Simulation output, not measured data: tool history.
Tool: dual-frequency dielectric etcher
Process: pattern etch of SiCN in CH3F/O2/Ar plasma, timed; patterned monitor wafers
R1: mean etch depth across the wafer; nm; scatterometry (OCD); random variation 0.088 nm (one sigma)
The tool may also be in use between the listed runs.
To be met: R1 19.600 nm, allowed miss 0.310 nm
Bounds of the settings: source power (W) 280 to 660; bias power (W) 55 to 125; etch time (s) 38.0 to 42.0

{"run": 1, "hour": 0.0, "source power (W)": 470, "bias power (W)": 90, "etch time (s)": 42.0, "R1": 17.648}
{"run": 2, "hour": 7.3, "source power (W)": 510, "bias power (W)": 91, "etch time (s)": 42.0, "R1": 18.706}
{"run": 3, "hour": 12.3, "source power (W)": 510, "bias power (W)": 80, "etch time (s)": 42.0, "R1": 18.083}
{"run": 4, "hour": 16.6, "source power (W)": 510, "bias power (W)": 80, "etch time (s)": 42.0, "R1": 18.143}
{"run": 5, "hour": 23.8, "source power (W)": 510, "bias power (W)": 95, "etch time (s)": 42.0, "R1": 18.669}
{"run": 6, "hour": 29.4, "source power (W)": 470, "bias power (W)": 95, "etch time (s)": 42.0, "R1": 17.749}
{"run": 7, "hour": 34.2, "source power (W)": 470, "bias power (W)": 95, "etch time (s)": 42.0, "R1": 17.814}
{"run": 8, "hour": 36.2, "source power (W)": 490, "bias power (W)": 96, "etch time (s)": 42.0, "R1": 18.374}
{"run": 9, "hour": 44.6, "source power (W)": 510, "bias power (W)": 96, "etch time (s)": 42.0, "R1": 18.681}
{"run": 10, "hour": 45.2, "source power (W)": 510, "bias power (W)": 96, "etch time (s)": 42.0, "R1": 18.737}
{"run": 11, "hour": 52.1, "source power (W)": 520, "bias power (W)": 96, "etch time (s)": 42.0, "R1": 18.918}
{"run": 12, "hour": 53.8, "source power (W)": 530, "bias power (W)": 96, "etch time (s)": 42.0, "R1": 19.217}

Which of these 4 next moves meets every target?
{"run": "A", "hour": 55.5, "source power (W)": 530, "bias power (W)": 86, "etch time (s)": 42.0, "R1": "?"}
{"run": "B", "hour": 55.5, "source power (W)": 560, "bias power (W)": 87, "etch time (s)": 41.0, "R1": "?"}
{"run": "C", "hour": 55.5, "source power (W)": 630, "bias power (W)": 81, "etch time (s)": 40.5, "R1": "?"}
{"run": "D", "hour": 55.5, "source power (W)": 590, "bias power (W)": 101, "etch time (s)": 38.5, "R1": "?"}

move=A R1=18.676
move=B R1=18.839
move=C R1=19.549
move=D R1=18.760
A: further off than the last run
B: further off than the last run
C: meets every target
D: further off than the last run
Move C is the one to make.

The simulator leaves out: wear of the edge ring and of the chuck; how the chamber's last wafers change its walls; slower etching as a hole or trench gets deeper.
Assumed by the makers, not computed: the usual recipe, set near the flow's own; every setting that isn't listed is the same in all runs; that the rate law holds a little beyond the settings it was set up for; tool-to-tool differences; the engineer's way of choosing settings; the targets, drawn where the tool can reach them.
